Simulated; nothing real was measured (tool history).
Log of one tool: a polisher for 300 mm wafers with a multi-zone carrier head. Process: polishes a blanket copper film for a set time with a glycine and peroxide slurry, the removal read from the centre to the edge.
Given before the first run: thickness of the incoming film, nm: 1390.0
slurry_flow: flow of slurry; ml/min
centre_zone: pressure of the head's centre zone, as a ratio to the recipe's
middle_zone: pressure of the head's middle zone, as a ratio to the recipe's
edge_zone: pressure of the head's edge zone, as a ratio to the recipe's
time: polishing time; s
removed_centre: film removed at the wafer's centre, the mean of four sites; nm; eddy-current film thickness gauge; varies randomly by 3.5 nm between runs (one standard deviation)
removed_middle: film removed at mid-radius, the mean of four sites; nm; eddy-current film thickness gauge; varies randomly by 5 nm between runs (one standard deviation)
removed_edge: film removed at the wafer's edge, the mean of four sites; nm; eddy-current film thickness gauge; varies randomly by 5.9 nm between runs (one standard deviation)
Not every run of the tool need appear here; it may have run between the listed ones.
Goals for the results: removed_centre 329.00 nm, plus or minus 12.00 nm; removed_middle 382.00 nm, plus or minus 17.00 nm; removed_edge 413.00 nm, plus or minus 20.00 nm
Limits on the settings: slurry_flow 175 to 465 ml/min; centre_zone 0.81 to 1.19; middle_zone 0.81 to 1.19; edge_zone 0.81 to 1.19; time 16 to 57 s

run  hour  slurry_flow  centre_zone  middle_zone  edge_zone  time  removed_centre  removed_middle  removed_edge
  1   0.0          295         1.00         1.00       1.00    36          256.71          253.47        265.99
  2   5.7          330         1.00         1.00       1.00    36          262.56          258.85        269.46
  3  14.4          330         1.00         1.00       1.00    27          198.81          197.20        202.28
  4  18.1          330         1.00         1.00       1.00    34          248.29          240.13        256.87
  5  27.1          335         0.98         1.02       1.02    36          256.17          261.06        277.16
  6  29.4          340         0.98         1.04       1.04    38          266.68          283.17        293.32
  7  31.0          345         0.97         1.04       1.06    40          282.35          299.52        317.17
  8  34.4          350         0.96         1.05       1.08    41          284.88          310.80        324.91

Next run, 4 choices. One meets every target within its allowed miss, the rest don't. Which?
  A  37.8          240         0.84         1.06       1.12    46               ?               ?             ?
  B  37.8          350         0.82         1.17       1.04    48               ?               ?             ?
  C  37.8          330         0.87         1.03       1.13    52               ?               ?             ?
  D  37.8          300         0.96         0.99       1.00    48               ?               ?             ?

move  removed_centre  removed_middle  removed_edge
   A          270.94          334.48        351.81
   B          288.91          395.84        364.35
   C          329.99          382.31        410.61
   D          332.85          338.00        354.31
A: the biggest miss grows against the last run
B: closer than the last run, but not yet in spec
C: every result lands within tolerance
D: closer than the last run, but not yet in spec
Move C is the one to make.
